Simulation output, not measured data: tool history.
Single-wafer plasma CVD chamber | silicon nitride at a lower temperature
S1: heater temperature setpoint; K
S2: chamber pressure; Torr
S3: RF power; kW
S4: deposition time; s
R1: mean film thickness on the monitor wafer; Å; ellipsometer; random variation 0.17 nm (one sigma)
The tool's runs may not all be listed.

run	hour	S1	S2	S3	S4	R1
1	0	623.15	1.42	0.335	28.5	369.17
2	7.7	623.15	1.6	0.335	28.5	382.26
3	16.3	623.15	1.63	0.34	28.5	391.7
4	19.9	623.15	1.63	0.3	28.5	350.03
5	20.7	623.15	1.66	0.31	28.5	364.7
6	23.5	623.15	1.87	0.31	28.5	378.27
7	27.1	623.15	1.88	0.315	28.5	381.64
8	32.5	623.15	1.89	0.32	28.5	388.3

The next listed run, before its measurement:
9	36.9	623.15	1.9	0.325	28.5	?

Run 9 gave R1 395.44 Å.
